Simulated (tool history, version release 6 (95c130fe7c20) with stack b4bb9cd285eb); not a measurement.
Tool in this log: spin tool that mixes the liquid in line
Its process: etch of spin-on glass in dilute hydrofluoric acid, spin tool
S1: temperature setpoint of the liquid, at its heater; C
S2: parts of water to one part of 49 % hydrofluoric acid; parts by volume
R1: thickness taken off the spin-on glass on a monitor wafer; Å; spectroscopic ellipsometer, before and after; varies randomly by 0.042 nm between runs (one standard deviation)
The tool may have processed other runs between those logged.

run 1 day=0.000 | S1=23.0 S2=180 time_under_the_liquid_(s)=15 | R1=47.324
run 2 day=0.292 | S1=24.5 S2=160 time_under_the_liquid_(s)=15 | R1=58.210
run 3 day=0.450 | S1=26.0 S2=150 time_under_the_liquid_(s)=15 | R1=66.170
run 4 day=0.658 | S1=26.0 S2=150 time_under_the_liquid_(s)=15 | R1=66.200
run 5 day=0.892 | S1=26.0 S2=150 time_under_the_liquid_(s)=15 | R1=65.962
run 6 day=1.242 | S1=26.0 S2=150 time_under_the_liquid_(s)=15 | R1=66.152
run 7 day=1.488 | S1=30.0 S2=95 time_under_the_liquid_(s)=15 | R1=130.510

What will run 8 give?
run 8 day=1.792 | S1=30.0 S2=95 time_under_the_liquid_(s)=15 | R1=?

{"run 8": {"R1": 131.36}}

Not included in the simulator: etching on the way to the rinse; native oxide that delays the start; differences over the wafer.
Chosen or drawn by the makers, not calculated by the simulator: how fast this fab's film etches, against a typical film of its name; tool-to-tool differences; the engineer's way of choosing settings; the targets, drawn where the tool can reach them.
